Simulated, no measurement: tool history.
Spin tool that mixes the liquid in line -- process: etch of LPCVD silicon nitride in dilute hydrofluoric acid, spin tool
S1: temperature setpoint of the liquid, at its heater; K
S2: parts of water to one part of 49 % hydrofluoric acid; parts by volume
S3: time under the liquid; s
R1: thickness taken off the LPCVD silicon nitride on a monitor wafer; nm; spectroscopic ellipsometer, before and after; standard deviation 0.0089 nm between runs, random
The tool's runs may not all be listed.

| run | hour | S1 | S2 | S3 | R1 |
|---|---|---|---|---|---|
| 1 | 0.0 | 296.15 | 65 | 75 | 0.45481 |
| 2 | 0.6 | 293.15 | 65 | 75 | 0.34986 |
| 3 | 3.7 | 292.65 | 70 | 70 | 0.30503 |
| 4 | 8.5 | 294.65 | 70 | 70 | 0.33083 |
| 5 | 9.5 | 294.15 | 70 | 70 | 0.30749 |
| 6 | 15.5 | 294.15 | 55 | 70 | 0.41065 |

What will run 7 give?
| 7 | 16.4 | 293.15 | 60 | 65 | ? |

{"run 7": {"R1": 0.32983}}
